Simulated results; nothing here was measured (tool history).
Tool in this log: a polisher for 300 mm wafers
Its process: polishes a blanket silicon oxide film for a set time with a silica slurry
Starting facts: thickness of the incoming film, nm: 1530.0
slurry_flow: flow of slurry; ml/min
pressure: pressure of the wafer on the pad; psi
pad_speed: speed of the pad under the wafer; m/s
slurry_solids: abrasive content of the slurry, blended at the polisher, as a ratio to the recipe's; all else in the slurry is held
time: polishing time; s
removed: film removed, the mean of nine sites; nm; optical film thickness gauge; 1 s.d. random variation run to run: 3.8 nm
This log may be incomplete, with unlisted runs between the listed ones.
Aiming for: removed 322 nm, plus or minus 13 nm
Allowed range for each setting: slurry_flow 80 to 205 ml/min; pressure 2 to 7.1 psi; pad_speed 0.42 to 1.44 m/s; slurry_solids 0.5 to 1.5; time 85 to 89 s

run    day  slurry_flow  pressure  pad_speed  slurry_solids  time  removed
  1      0          135       4.5       0.92              1    85    189.3
  2  0.283          115       4.5       0.92              1    85   184.28
  3  0.467          115       4.5       1.02              1    85   196.94
  4  0.671          120         5       1.02              1    85   218.53
  5  0.838          125       5.5       1.02              1    85   245.78
  6  0.888          150       5.5       1.02              1    85   246.06
  7  0.912          150       5.8       1.02              1    85   259.93
  8  1.267          150       6.1       1.02              1    85    275.6
  9  1.517          150       6.3       1.02              1    85   283.57
 10  1.888          150       6.5       1.02              1    85   290.21
 11  1.967          150       6.7       1.02              1    85   303.64

Below are 4 possible settings for the next run. Only one of them brings all results inside the allowed miss of their targets. Which is it?
  A  2.046          145       6.9       0.94           0.95    86        ?
  B  2.046          140       5.5       1.44            0.9    89        ?
  C  2.046          155       6.3       0.88            1.1    85        ?
  D  2.046          160         7       0.88              1    85        ?

move  removed
   A   288.86
   B   313.71
   C   268.02
   D   287.07
A: the biggest miss grows against the last run
B: hits every target within its allowed miss
C: the biggest miss grows against the last run
D: the biggest miss grows against the last run
Move B is the one to make.

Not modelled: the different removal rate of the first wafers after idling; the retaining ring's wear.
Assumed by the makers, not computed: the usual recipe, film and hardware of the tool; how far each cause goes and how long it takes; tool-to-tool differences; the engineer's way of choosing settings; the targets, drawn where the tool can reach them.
